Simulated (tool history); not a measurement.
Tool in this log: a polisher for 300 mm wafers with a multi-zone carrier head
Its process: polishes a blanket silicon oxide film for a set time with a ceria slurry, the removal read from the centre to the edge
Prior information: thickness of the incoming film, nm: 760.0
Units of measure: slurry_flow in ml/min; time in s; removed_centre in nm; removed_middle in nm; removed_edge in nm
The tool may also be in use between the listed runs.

Run 1, hour 0.0: slurry_flow 135 ml/min, centre_zone 1.00, middle_zone 1.00, edge_zone 1.00, time 44 s. Result: removed_centre 243.76 nm, removed_middle 251.78 nm, removed_edge 237.73 nm.
Run 2, hour 6.6: slurry_flow 110 ml/min, centre_zone 1.00, middle_zone 1.00, edge_zone 1.00, time 44 s. Result: removed_centre 238.04 nm, removed_middle 237.33 nm, removed_edge 232.48 nm.
Run 3, hour 9.9: slurry_flow 110 ml/min, centre_zone 1.00, middle_zone 1.00, edge_zone 0.98, time 41 s. Result: removed_centre 217.20 nm, removed_middle 224.66 nm, removed_edge 211.87 nm.
Run 4, hour 12.9: slurry_flow 110 ml/min, centre_zone 1.00, middle_zone 0.99, edge_zone 0.96, time 39 s. Result: removed_centre 207.87 nm, removed_middle 209.37 nm, removed_edge 199.85 nm.
Run 5, hour 14.6: slurry_flow 110 ml/min, centre_zone 1.00, middle_zone 0.99, edge_zone 0.94, time 38 s. Result: removed_centre 206.18 nm, removed_middle 207.99 nm, removed_edge 192.99 nm.
Run 6, hour 23.4: slurry_flow 110 ml/min, centre_zone 0.99, middle_zone 0.98, edge_zone 0.93, time 37 s. Result: removed_centre 193.47 nm, removed_middle 193.35 nm, removed_edge 188.25 nm.
Run 7, hour 28.8: slurry_flow 110 ml/min, centre_zone 0.99, middle_zone 0.99, edge_zone 0.92, time 36 s. Result: removed_centre 191.57 nm, removed_middle 194.73 nm, removed_edge 182.35 nm.
Run 8, hour 36.4: slurry_flow 110 ml/min, centre_zone 0.99, middle_zone 0.99, edge_zone 0.91, time 35 s. Result: removed_centre 183.17 nm, removed_middle 191.46 nm, removed_edge 174.43 nm.

For run 9, what comes out?
Run 9, hour 41.2: slurry_flow 105 ml/min, centre_zone 0.99, middle_zone 0.99, edge_zone 0.90, time 34 s. Result: removed_centre ?, removed_middle ?, removed_edge ?.

Run 9 gave removed_centre 177.37 nm, removed_middle 181.41 nm, removed_edge 168.61 nm.
